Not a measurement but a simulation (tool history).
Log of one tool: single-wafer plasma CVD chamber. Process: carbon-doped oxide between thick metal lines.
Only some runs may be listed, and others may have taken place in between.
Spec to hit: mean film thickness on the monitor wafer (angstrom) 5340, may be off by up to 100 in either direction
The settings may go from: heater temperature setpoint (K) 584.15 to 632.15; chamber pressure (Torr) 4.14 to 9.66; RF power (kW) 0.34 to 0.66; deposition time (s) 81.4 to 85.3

run,hour,heater temperature setpoint (K),chamber pressure (Torr),RF power (kW),deposition time (s),mean film thickness on the monitor wafer (angstrom)
1,0,608.15,6.9,0.5,85.3,4823.5
2,4.1,608.15,6.9,0.445,85.3,4246.9
3,7.1,604.15,7.2,0.475,85.3,4570.1
4,8.1,604.15,7.2,0.42,85.3,3988.9
5,13.1,604.15,7.2,0.42,81.4,3823.1
6,17.7,604.15,7.2,0.42,81.4,3823.2
7,18.8,604.15,7.2,0.47,81.7,4389.8
8,23.6,603.15,7.28,0.495,81.9,4628.9
9,29.4,603.15,7.28,0.515,82,4813.1
10,34.8,603.15,7.28,0.53,82.1,4975.1
11,41.9,603.15,7.28,0.54,82.2,5034.3
12,50.3,603.15,7.28,0.55,82.3,5087.2
13,59.3,603.15,7.28,0.56,82.4,5139.6

Which single option among these 5 for the next run brings every result within its allowed miss of target? Just one does.
A,68.3,601.15,7.2,0.54,81.4,?
B,68.3,611.15,7.4,0.565,85.3,?
C,68.3,605.15,7.37,0.525,83.5,?
D,68.3,605.15,6.58,0.56,82.8,?
E,68.3,607.15,7.41,0.58,85.3,?

move,mean film thickness on the monitor wafer (angstrom)
A,4994.7
B,5306.9
C,4951.3
D,5146.7
E,5483.3
A: misses by more than the last run did
B: each result inside its tolerance
C: misses by more than the last run did
D: just as far off the targets as the last run
E: takes the biggest miss from the last run beyond its target
Correct choice: B, which meets every target
